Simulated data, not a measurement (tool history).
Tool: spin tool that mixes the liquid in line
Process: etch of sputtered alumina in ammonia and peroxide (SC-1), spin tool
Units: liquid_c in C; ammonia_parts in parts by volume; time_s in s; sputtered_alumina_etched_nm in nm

| run | day | liquid_c | ammonia_parts | time_s | sputtered_alumina_etched_nm |
|---|---|---|---|---|---|
| 1 | 0 | 55 | 0.7 | 275 | 25.932 |
| 2 | 0.179 | 53.5 | 0.7 | 275 | 23.936 |
| 3 | 0.304 | 52.5 | 0.7 | 275 | 22.621 |
| 4 | 0.579 | 52.5 | 0.9 | 275 | 22.936 |
| 5 | 0.7 | 52.5 | 1.1 | 275 | 23.747 |
| 6 | 0.742 | 52.5 | 1.2 | 275 | 23.669 |
| 7 | 0.821 | 51.5 | 1.2 | 275 | 22.489 |

Run 8 comes next. What will it give?
| 8 | 1.183 | 46 | 1.2 | 275 | ? |

sputtered_alumina_etched_nm: 16.672 nm

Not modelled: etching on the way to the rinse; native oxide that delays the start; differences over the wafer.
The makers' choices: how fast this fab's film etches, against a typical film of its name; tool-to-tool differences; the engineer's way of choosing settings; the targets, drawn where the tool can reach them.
